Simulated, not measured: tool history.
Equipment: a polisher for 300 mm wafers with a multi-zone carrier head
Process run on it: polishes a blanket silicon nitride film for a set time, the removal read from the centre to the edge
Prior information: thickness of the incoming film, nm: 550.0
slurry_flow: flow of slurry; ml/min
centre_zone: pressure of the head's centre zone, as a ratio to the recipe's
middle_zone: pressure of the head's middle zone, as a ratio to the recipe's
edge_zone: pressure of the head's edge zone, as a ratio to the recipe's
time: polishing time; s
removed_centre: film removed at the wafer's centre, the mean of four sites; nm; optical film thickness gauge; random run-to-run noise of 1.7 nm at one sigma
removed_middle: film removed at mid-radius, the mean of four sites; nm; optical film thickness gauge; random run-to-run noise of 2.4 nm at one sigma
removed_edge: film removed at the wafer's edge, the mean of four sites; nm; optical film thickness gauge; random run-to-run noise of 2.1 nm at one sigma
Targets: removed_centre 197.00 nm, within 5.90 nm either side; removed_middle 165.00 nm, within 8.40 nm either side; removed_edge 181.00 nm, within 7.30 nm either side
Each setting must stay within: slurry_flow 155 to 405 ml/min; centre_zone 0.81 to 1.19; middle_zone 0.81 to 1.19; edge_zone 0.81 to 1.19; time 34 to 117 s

run  hour  slurry_flow  centre_zone  middle_zone  edge_zone  time  removed_centre  removed_middle  removed_edge
  1   0.0          260         1.00         1.00       1.00    75          149.09          147.61        149.04
  2   3.4          265         1.03         1.00       1.03    77          157.85          149.56        159.01
  3   8.6          205         1.03         1.00       1.03    77          150.44          145.83        153.71
  4  14.7          205         1.03         0.94       1.03    77          151.63          136.37        156.79
  5  17.8          205         1.03         0.94       1.03    84          163.46          152.71        172.23
  6  23.0          205         0.95         0.94       1.03    84          152.64          150.30        167.08
  7  26.6          230         0.99         0.94       1.02    84          162.21          150.78        172.67
  8  33.0          250         1.01         0.95       1.01    84          164.56          154.42        170.55
  9  41.8          250         1.11         0.96       1.07    88          190.22          163.35        186.68

Below are 5 possible settings for the next run. Only one of them brings all results inside the allowed miss of their targets. Which is it?
  A  50.6          285         1.11         1.02       1.05    82               ?               ?             ?
  B  50.6          165         1.16         0.97       1.04    91               ?               ?             ?
  C  50.6          270         1.13         1.07       1.03    88               ?               ?             ?
  D  50.6          195         1.06         0.97       1.19    90               ?               ?             ?
  E  50.6          290         1.19         1.19       0.87    83               ?               ?             ?

move  removed_centre  removed_middle  removed_edge
   A          178.80          163.35        166.94
   B          194.16          164.01        177.13
   C          194.19          181.59        176.99
   D          179.40          165.26        187.52
   E          194.41          188.96        157.38
A: misses by more than the last run did
B: all results land within tolerance of their targets
C: puts the biggest miss on target and leaves a different result outside tolerance
D: misses by more than the last run did
E: puts the biggest miss on target and leaves a different result outside tolerance
B is the move that brings every result within its allowed miss.
